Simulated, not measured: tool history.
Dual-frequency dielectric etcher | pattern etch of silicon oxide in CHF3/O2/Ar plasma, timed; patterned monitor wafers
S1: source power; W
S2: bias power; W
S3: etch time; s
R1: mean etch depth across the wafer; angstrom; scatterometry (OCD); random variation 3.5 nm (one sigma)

run	hour	S1	S2	S3	R1
1	0	740	156	344	7025.6
2	5.9	640	156	344	6588.7
3	10.3	620	149	340	6231.6
4	19.1	600	145	339	6025
5	20.5	580	142	338.5	5895.3
6	26.5	580	167	338.5	6464.3
7	34.8	560	161	337	6267.7
8	39.2	550	156	336	5966.9

Forecast run 9:
9	42.6	540	153	335.5	?

Run 9 gave R1 5858.5 angstrom.

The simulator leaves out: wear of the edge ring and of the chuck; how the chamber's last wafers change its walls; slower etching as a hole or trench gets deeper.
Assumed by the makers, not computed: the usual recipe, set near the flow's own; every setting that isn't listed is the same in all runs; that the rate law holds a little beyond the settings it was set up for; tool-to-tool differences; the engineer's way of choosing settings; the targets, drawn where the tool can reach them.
